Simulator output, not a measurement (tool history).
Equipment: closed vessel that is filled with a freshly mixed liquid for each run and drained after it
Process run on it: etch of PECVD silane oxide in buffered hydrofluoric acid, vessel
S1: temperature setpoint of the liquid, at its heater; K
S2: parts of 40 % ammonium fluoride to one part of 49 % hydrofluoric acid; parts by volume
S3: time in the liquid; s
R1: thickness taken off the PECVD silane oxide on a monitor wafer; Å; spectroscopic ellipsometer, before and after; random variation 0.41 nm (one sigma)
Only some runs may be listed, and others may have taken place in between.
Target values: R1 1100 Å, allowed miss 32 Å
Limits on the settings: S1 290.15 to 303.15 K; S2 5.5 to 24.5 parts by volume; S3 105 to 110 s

run	day	S1	S2	S3	R1
1	0	295.15	15	105	943.82
2	0.175	295.15	16.5	105	857.44
3	0.212	295.15	16.5	110	907.77
4	0.458	296.15	16.5	110	952.92
5	0.825	296.15	19	110	825.12
6	1.204	297.65	19	110	903.71
7	1.483	298.65	19	110	952.43
8	1.867	299.15	19	110	976.17
9	1.958	299.65	19	110	1004.3
10	2.062	300.15	19	110	1024.9
11	2.404	300.65	19	110	1061.7

Which one of the following 4 next-run settings gets every result inside its allowed miss? There is exactly one.
A	2.746	297.65	17	110	?
B	2.746	299.65	17.5	105	?
C	2.746	301.15	18	105	?
D	2.746	300.65	19	105	?

move	R1
A	1008
B	1042
C	1098.4
D	1014
A: lands further from the targets than the last run did
B: lands further from the targets than the last run did
C: every result lands within tolerance
D: lands further from the targets than the last run did
Go with C: it meets all targets.
